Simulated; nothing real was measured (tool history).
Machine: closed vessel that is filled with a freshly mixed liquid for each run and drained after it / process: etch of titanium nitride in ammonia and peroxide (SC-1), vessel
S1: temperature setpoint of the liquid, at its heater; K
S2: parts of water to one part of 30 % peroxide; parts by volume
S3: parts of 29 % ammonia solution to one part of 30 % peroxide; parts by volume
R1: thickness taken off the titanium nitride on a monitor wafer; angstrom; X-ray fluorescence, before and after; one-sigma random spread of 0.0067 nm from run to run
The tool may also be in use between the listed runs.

Run 1, hour 0: S1 324.15 K, S2 6 parts by volume, S3 0.8 parts by volume, time in the liquid (s) 30. Result: R1 20.929 angstrom.
Run 2, hour 2.2: S1 322.15 K, S2 6 parts by volume, S3 0.8 parts by volume, time in the liquid (s) 30. Result: R1 18.511 angstrom.
Run 3, hour 5.3: S1 322.15 K, S2 6 parts by volume, S3 0.7 parts by volume, time in the liquid (s) 30. Result: R1 18.114 angstrom.
Run 4, hour 9.6: S1 322.15 K, S2 6 parts by volume, S3 0.4 parts by volume, time in the liquid (s) 30. Result: R1 16.68 angstrom.
Run 5, hour 17.8: S1 322.15 K, S2 6 parts by volume, S3 0.55 parts by volume, time in the liquid (s) 30. Result: R1 17.235 angstrom.
Run 6, hour 22.5: S1 322.15 K, S2 6 parts by volume, S3 0.7 parts by volume, time in the liquid (s) 30. Result: R1 18.177 angstrom.
Run 7, hour 26.1: S1 320.15 K, S2 6.5 parts by volume, S3 0.7 parts by volume, time in the liquid (s) 30. Result: R1 14.968 angstrom.
Run 8, hour 34.4: S1 318.65 K, S2 6.5 parts by volume, S3 0.7 parts by volume, time in the liquid (s) 30. Result: R1 13.619 angstrom.

Estimate the outcome of run 9 from the log above:
Run 9, hour 38: S1 317.15 K, S2 6.5 parts by volume, S3 0.7 parts by volume, time in the liquid (s) 30. Result: R1 ?.

Logged for run 9: R1 12.337 angstrom.
